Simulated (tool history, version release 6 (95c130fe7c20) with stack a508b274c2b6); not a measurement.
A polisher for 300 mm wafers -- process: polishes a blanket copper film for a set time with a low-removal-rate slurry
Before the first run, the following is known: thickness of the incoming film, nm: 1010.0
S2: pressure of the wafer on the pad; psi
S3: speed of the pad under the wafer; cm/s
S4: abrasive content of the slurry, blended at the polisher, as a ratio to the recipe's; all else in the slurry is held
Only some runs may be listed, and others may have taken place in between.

{"run": 1, "day": 0.0, "flow of slurry (ml/min)": 295, "S2": 2.4, "S3": 84, "S4": 1, "polishing time (s)": 63, "film removed (Å)": 1080.5}
{"run": 2, "day": 0.333, "flow of slurry (ml/min)": 270, "S2": 2.4, "S3": 84, "S4": 1, "polishing time (s)": 63, "film removed (Å)": 1051.5}
{"run": 3, "day": 0.567, "flow of slurry (ml/min)": 260, "S2": 2.4, "S3": 84, "S4": 1, "polishing time (s)": 63, "film removed (Å)": 1056.1}
{"run": 4, "day": 0.812, "flow of slurry (ml/min)": 260, "S2": 2.4, "S3": 84, "S4": 1, "polishing time (s)": 63, "film removed (Å)": 1056.5}
{"run": 5, "day": 1.142, "flow of slurry (ml/min)": 260, "S2": 2.4, "S3": 84, "S4": 1, "polishing time (s)": 67, "film removed (Å)": 1122.2}
{"run": 6, "day": 1.288, "flow of slurry (ml/min)": 260, "S2": 2.4, "S3": 84, "S4": 0.85, "polishing time (s)": 67, "film removed (Å)": 1085.7}
{"run": 7, "day": 1.592, "flow of slurry (ml/min)": 255, "S2": 2.3, "S3": 84, "S4": 0.85, "polishing time (s)": 67, "film removed (Å)": 1049.5}
{"run": 8, "day": 1.679, "flow of slurry (ml/min)": 250, "S2": 1.7, "S3": 84, "S4": 0.85, "polishing time (s)": 67, "film removed (Å)": 780.75}

Predict the results of run 9:
{"run": 9, "day": 1.954, "flow of slurry (ml/min)": 260, "S2": 1.7, "S3": 84, "S4": 0.85, "polishing time (s)": 67, "film removed (Å)": "?"}

Run 9 produced film removed (Å) 788.22.

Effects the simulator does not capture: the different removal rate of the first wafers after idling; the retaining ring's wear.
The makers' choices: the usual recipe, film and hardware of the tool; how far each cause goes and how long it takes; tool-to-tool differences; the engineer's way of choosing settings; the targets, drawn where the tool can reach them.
